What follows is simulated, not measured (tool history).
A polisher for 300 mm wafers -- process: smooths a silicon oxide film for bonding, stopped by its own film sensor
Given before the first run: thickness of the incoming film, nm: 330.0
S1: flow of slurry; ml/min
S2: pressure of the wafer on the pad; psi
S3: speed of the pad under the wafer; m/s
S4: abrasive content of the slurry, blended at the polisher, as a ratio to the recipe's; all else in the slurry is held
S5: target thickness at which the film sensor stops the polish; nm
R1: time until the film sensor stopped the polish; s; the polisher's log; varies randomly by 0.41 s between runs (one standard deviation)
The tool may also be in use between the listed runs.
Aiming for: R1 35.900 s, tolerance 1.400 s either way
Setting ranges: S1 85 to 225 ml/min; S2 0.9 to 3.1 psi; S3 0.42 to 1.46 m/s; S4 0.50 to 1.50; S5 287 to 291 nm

Run 1, hour 0.0: S1 145 ml/min, S2 2.0 psi, S3 0.94 m/s, S4 1.00, S5 287 nm. Result: R1 57.626 s.
Run 2, hour 3.7: S1 125 ml/min, S2 2.0 psi, S3 0.94 m/s, S4 1.00, S5 287 nm. Result: R1 58.627 s.
Run 3, hour 9.7: S1 125 ml/min, S2 1.8 psi, S3 0.94 m/s, S4 1.00, S5 287 nm. Result: R1 65.793 s.
Run 4, hour 17.1: S1 125 ml/min, S2 1.8 psi, S3 1.08 m/s, S4 1.00, S5 287 nm. Result: R1 59.534 s.
Run 5, hour 20.4: S1 130 ml/min, S2 2.0 psi, S3 1.08 m/s, S4 1.00, S5 287 nm. Result: R1 53.284 s.
Run 6, hour 29.2: S1 135 ml/min, S2 2.2 psi, S3 1.08 m/s, S4 1.00, S5 287 nm. Result: R1 47.757 s.
Run 7, hour 31.0: S1 140 ml/min, S2 2.3 psi, S3 1.08 m/s, S4 1.00, S5 287 nm. Result: R1 45.168 s.
Run 8, hour 39.2: S1 145 ml/min, S2 2.4 psi, S3 1.08 m/s, S4 1.00, S5 287 nm. Result: R1 43.323 s.
Run 9, hour 40.8: S1 145 ml/min, S2 2.5 psi, S3 1.08 m/s, S4 1.00, S5 287 nm. Result: R1 42.294 s.
Run 10, hour 49.4: S1 150 ml/min, S2 2.6 psi, S3 1.08 m/s, S4 1.00, S5 287 nm. Result: R1 40.273 s.
Run 11, hour 54.2: S1 150 ml/min, S2 2.7 psi, S3 1.08 m/s, S4 1.00, S5 287 nm. Result: R1 38.912 s.
Run 12, hour 61.1: S1 155 ml/min, S2 2.7 psi, S3 1.08 m/s, S4 1.00, S5 287 nm. Result: R1 38.321 s.

Pick the move, out of 5, that brings all results within their allowed miss; only one does.
Run A, hour 68.0: S1 145 ml/min, S2 2.7 psi, S3 0.94 m/s, S4 1.05, S5 290 nm. Result: R1 ?.
Run B, hour 68.0: S1 155 ml/min, S2 2.7 psi, S3 0.96 m/s, S4 1.05, S5 287 nm. Result: R1 ?.
Run C, hour 68.0: S1 155 ml/min, S2 2.4 psi, S3 1.04 m/s, S4 1.05, S5 287 nm. Result: R1 ?.
Run D, hour 68.0: S1 145 ml/min, S2 2.3 psi, S3 1.32 m/s, S4 0.70, S5 290 nm. Result: R1 ?.
Run E, hour 68.0: S1 195 ml/min, S2 2.3 psi, S3 1.26 m/s, S4 0.95, S5 290 nm. Result: R1 ?.

move      R1
   A  39.388
   B  41.111
   C  43.260
   D  41.035
   E  35.981
A: moves away from the targets compared with the last run
B: moves away from the targets compared with the last run
C: moves away from the targets compared with the last run
D: moves away from the targets compared with the last run
E: in spec on every target
Move E is the one to make.
